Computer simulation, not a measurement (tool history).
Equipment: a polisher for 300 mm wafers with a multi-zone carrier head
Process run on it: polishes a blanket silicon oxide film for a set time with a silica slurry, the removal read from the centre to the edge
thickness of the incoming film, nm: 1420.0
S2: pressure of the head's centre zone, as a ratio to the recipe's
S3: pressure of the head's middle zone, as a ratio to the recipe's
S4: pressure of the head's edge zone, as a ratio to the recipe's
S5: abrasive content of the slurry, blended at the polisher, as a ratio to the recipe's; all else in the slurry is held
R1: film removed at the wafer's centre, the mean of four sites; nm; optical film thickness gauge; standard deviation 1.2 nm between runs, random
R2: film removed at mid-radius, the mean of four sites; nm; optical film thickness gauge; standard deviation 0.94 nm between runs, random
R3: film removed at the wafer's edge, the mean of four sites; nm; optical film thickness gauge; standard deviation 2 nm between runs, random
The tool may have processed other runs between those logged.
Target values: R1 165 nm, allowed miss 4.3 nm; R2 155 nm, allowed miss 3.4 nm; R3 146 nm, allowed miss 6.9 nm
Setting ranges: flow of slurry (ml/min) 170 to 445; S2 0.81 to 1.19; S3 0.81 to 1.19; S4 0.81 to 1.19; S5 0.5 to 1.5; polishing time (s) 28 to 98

run 1 hour=0 | flow_of_slurry_(ml/min)=285 S2=1 S3=1 S4=1 S5=1 polishing_time_(s)=63 | R1=175.85 R2=174.84 R3=168.17
run 2 hour=1.9 | flow_of_slurry_(ml/min)=280 S2=1 S3=0.99 S4=0.97 S5=1 polishing_time_(s)=63 | R1=175.06 R2=170.98 R3=165.34
run 3 hour=2.5 | flow_of_slurry_(ml/min)=275 S2=1 S3=0.99 S4=0.95 S5=1 polishing_time_(s)=63 | R1=174.8 R2=170.85 R3=162.88
run 4 hour=9.1 | flow_of_slurry_(ml/min)=270 S2=1 S3=0.98 S4=0.93 S5=1 polishing_time_(s)=63 | R1=172.94 R2=169.13 R3=165.08
run 5 hour=11.9 | flow_of_slurry_(ml/min)=270 S2=1 S3=0.98 S4=0.86 S5=1 polishing_time_(s)=63 | R1=172.08 R2=171.79 R3=159.08
run 6 hour=13.5 | flow_of_slurry_(ml/min)=270 S2=1.01 S3=0.97 S4=0.85 S5=1 polishing_time_(s)=63 | R1=177.68 R2=168.82 R3=157.1
run 7 hour=14.5 | flow_of_slurry_(ml/min)=265 S2=1.01 S3=0.97 S4=0.84 S5=1 polishing_time_(s)=63 | R1=175.74 R2=169.91 R3=154.04
run 8 hour=17.6 | flow_of_slurry_(ml/min)=260 S2=1.01 S3=0.96 S4=0.84 S5=1 polishing_time_(s)=63 | R1=176.12 R2=167.92 R3=153.63
run 9 hour=19.1 | flow_of_slurry_(ml/min)=255 S2=1 S3=0.95 S4=0.84 S5=1 polishing_time_(s)=63 | R1=171.97 R2=166.04 R3=154.78
run 10 hour=23.9 | flow_of_slurry_(ml/min)=250 S2=1 S3=0.94 S4=0.84 S5=1 polishing_time_(s)=63 | R1=171.85 R2=162.14 R3=151.04
run 11 hour=30.2 | flow_of_slurry_(ml/min)=240 S2=1 S3=0.94 S4=0.84 S5=1 polishing_time_(s)=63 | R1=171.74 R2=163.65 R3=156.31

Pick the move, out of 5, that brings all results within their allowed miss; only one does.
run A hour=36.5 | flow_of_slurry_(ml/min)=225 S2=1.06 S3=0.86 S4=0.99 S5=0.95 polishing_time_(s)=66 | R1=? R2=? R3=?
run B hour=36.5 | flow_of_slurry_(ml/min)=175 S2=1 S3=0.82 S4=0.91 S5=1 polishing_time_(s)=67 | R1=? R2=? R3=?
run C hour=36.5 | flow_of_slurry_(ml/min)=170 S2=1.02 S3=0.87 S4=0.92 S5=0.95 polishing_time_(s)=73 | R1=? R2=? R3=?
run D hour=36.5 | flow_of_slurry_(ml/min)=250 S2=1.01 S3=0.94 S4=0.83 S5=1.05 polishing_time_(s)=59 | R1=? R2=? R3=?
run E hour=36.5 | flow_of_slurry_(ml/min)=185 S2=1.1 S3=1.11 S4=0.81 S5=1.1 polishing_time_(s)=57 | R1=? R2=? R3=?

move=A R1=183.68 R2=152.16 R3=164.45
move=B R1=172.94 R2=147.21 R3=160.82
move=C R1=186.64 R2=162.97 R3=171.05
move=D R1=166.37 R2=154.81 R3=144.65
move=E R1=171.16 R2=167.35 R3=136.84
A: meets the target for the result that was furthest off, but another lies outside its allowed miss
B: takes the biggest miss from the last run beyond its target
C: moves away from the targets compared with the last run
D: all results land within tolerance of their targets
E: moves away from the targets compared with the last run
The right move is D.
